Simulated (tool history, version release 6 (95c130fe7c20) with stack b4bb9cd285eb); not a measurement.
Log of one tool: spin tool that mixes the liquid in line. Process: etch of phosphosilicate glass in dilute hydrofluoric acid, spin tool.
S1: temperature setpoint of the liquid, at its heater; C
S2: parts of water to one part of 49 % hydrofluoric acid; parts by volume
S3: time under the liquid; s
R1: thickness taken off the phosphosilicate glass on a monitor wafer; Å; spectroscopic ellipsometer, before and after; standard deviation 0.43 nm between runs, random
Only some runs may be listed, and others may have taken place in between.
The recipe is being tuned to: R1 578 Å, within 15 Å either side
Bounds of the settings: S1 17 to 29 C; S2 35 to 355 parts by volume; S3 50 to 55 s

run	hour	S1	S2	S3	R1
1	0	21	195	50	368.09
2	6.8	23.5	185	50	432.17
3	8.1	23.5	185	50	429.58
4	12.4	25	180	50	471.36
5	14.1	25	180	55	518.38
6	19.8	25	120	55	828.44
7	23.4	22.5	125	55	726.97
8	30.4	21	130	55	641.1
9	37.5	21	130	55	656.18
10	46.2	20	130	55	622.74
11	48.3	19.5	130	55	612.17
12	49.1	19	130	55	594.76

Next run, 5 choices. One meets every target within its allowed miss, the rest don't. Which?
A	49.9	19	135	55	?
B	49.9	21	135	55	?
C	49.9	19	140	55	?
D	49.9	23.5	150	55	?
E	49.9	18.5	125	55	?

move	R1
A	582.28
B	630.99
C	558.59
D	615.89
E	622.6
A: hits every target within its allowed miss
B: further off than the last run
C: the result that was furthest off in the last run now lies on the other side of its target
D: further off than the last run
E: further off than the last run
The move that meets every target is A.
